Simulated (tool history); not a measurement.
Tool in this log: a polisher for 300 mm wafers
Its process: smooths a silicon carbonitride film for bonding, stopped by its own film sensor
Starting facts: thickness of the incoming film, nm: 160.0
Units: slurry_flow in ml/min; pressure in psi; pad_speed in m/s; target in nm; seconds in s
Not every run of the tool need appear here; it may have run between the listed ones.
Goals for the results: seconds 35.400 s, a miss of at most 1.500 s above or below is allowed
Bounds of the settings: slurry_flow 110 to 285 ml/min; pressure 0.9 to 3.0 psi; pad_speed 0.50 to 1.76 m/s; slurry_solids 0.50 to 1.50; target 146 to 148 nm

{"run": 1, "hour": 0.0, "slurry_flow": 180, "pressure": 1.9, "pad_speed": 1.12, "slurry_solids": 1.0, "target": 146, "seconds": 49.749}
{"run": 2, "hour": 1.8, "slurry_flow": 180, "pressure": 2.0, "pad_speed": 1.12, "slurry_solids": 1.0, "target": 146, "seconds": 47.315}
{"run": 3, "hour": 7.5, "slurry_flow": 180, "pressure": 2.0, "pad_speed": 1.4, "slurry_solids": 1.0, "target": 146, "seconds": 39.073}
{"run": 4, "hour": 12.7, "slurry_flow": 135, "pressure": 2.0, "pad_speed": 1.4, "slurry_solids": 1.0, "target": 146, "seconds": 40.162}
{"run": 5, "hour": 16.2, "slurry_flow": 135, "pressure": 2.1, "pad_speed": 1.4, "slurry_solids": 1.0, "target": 146, "seconds": 38.63}
{"run": 6, "hour": 17.5, "slurry_flow": 135, "pressure": 2.1, "pad_speed": 1.12, "slurry_solids": 1.0, "target": 146, "seconds": 46.425}
{"run": 7, "hour": 24.8, "slurry_flow": 135, "pressure": 2.2, "pad_speed": 1.12, "slurry_solids": 1.0, "target": 146, "seconds": 44.694}
{"run": 8, "hour": 26.1, "slurry_flow": 135, "pressure": 2.3, "pad_speed": 1.12, "slurry_solids": 1.0, "target": 146, "seconds": 42.762}
{"run": 9, "hour": 30.8, "slurry_flow": 135, "pressure": 2.4, "pad_speed": 1.12, "slurry_solids": 1.0, "target": 146, "seconds": 40.781}

Exercise: of the 5 proposed moves below, exactly one satisfies all targets within the stated allowed misses. Which move is it?
{"run": "A", "hour": 35.5, "slurry_flow": 185, "pressure": 2.7, "pad_speed": 1.08, "slurry_solids": 0.95, "target": 148, "seconds": "?"}
{"run": "B", "hour": 35.5, "slurry_flow": 145, "pressure": 2.6, "pad_speed": 1.24, "slurry_solids": 0.9, "target": 147, "seconds": "?"}
{"run": "C", "hour": 35.5, "slurry_flow": 145, "pressure": 2.5, "pad_speed": 1.26, "slurry_solids": 1.1, "target": 147, "seconds": "?"}
{"run": "D", "hour": 35.5, "slurry_flow": 160, "pressure": 2.4, "pad_speed": 1.38, "slurry_solids": 1.2, "target": 146, "seconds": "?"}
{"run": "E", "hour": 35.5, "slurry_flow": 175, "pressure": 2.3, "pad_speed": 1.24, "slurry_solids": 0.95, "target": 147, "seconds": "?"}

move=A seconds=31.717
move=B seconds=33.620
move=C seconds=31.936
move=D seconds=31.824
move=E seconds=36.222
A: moves the result that the last run missed by most past its target, out the other side
B: moves the result that the last run missed by most past its target, out the other side
C: moves the result that the last run missed by most past its target, out the other side
D: moves the result that the last run missed by most past its target, out the other side
E: meets every target
The move that meets every target is E.

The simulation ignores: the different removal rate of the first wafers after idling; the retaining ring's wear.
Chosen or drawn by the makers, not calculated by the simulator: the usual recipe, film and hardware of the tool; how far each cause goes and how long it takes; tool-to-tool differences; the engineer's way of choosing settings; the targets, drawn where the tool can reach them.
